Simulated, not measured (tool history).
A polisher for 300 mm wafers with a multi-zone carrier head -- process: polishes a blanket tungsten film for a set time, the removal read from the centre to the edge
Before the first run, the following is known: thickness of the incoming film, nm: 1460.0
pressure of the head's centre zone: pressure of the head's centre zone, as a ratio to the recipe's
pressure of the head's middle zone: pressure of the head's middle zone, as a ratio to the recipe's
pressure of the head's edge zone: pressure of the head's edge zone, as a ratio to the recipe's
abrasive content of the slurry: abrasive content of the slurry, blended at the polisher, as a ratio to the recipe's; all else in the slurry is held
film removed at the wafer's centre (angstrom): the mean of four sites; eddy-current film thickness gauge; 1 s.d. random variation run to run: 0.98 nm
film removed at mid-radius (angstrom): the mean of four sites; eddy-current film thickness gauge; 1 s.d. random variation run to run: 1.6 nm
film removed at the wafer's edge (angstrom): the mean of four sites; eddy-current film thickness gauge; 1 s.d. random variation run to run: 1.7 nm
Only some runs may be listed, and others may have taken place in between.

| run | day | flow of slurry (ml/min) | pressure of the head's centre zone | pressure of the head's middle zone | pressure of the head's edge zone | abrasive content of the slurry | polishing time (s) | film removed at the wafer's centre (angstrom) | film removed at mid-radius (angstrom) | film removed at the wafer's edge (angstrom) |
|---|---|---|---|---|---|---|---|---|---|---|
| 1 | 0 | 305 | 1 | 1 | 1 | 1 | 31 | 2062.9 | 2107.6 | 2115.4 |
| 2 | 0.042 | 305 | 1 | 1 | 1 | 0.85 | 31 | 2012.6 | 2045.7 | 2021.2 |
| 3 | 0.158 | 300 | 0.99 | 0.97 | 1 | 0.8 | 30 | 1908.2 | 1880.7 | 1927.7 |
| 4 | 0.5 | 295 | 0.97 | 0.95 | 0.99 | 0.75 | 29 | 1781.1 | 1785 | 1851.7 |
| 5 | 0.604 | 295 | 0.97 | 0.95 | 0.99 | 0.85 | 29 | 1841.2 | 1866.4 | 1885.9 |
| 6 | 0.904 | 295 | 0.96 | 0.93 | 1 | 0.8 | 28 | 1737.7 | 1697.6 | 1825.2 |

Expected results for the next run?
| 7 | 1.271 | 295 | 0.95 | 0.92 | 0.99 | 0.75 | 27 | ? | ? | ? |

{"run 7": {"film removed at the wafer's centre (angstrom)": 1651.3, "film removed at mid-radius (angstrom)": 1632.8, "film removed at the wafer's edge (angstrom)": 1725}}

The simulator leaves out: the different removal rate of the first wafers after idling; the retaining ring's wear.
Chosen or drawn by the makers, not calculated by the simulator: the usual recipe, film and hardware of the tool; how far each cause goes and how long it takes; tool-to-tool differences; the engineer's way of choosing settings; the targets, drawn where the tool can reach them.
